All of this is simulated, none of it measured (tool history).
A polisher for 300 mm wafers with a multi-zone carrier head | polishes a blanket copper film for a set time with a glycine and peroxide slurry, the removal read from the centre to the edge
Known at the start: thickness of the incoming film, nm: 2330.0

run	hour	flow of slurry (ml/min)	pressure of the head's centre zone	pressure of the head's middle zone	pressure of the head's edge zone	polishing time (s)	film removed at the wafer's centre (Å)	film removed at mid-radius (Å)	film removed at the wafer's edge (Å)
1	0	215	1	1	1	53	3499.3	3595.3	3553.3
2	5	210	0.98	1.01	0.98	49	3150.1	3261.1	3229.5
3	5.9	210	0.98	1.01	1.06	49	3191.2	3333	3428.5
4	7.4	210	0.97	1.02	1.03	46	2963.8	3187.1	3158.7
5	16	210	0.97	1.02	0.99	46	2955.7	3220.5	3066.8
6	22.5	205	0.96	1.01	0.97	43	2700.8	2957	2837.8
7	27.9	205	0.95	1.01	0.95	41	2528	2806.4	2679.1
8	35.1	205	0.94	1.01	0.93	40	2551.1	2710.8	2580.2

Run 9 comes next. What will it give?
9	37.4	200	0.92	1.02	0.92	39	?	?	?

{"run 9": {"film removed at the wafer's centre (Å)": 2309.5, "film removed at mid-radius (Å)": 2676.5, "film removed at the wafer's edge (Å)": 2492}}
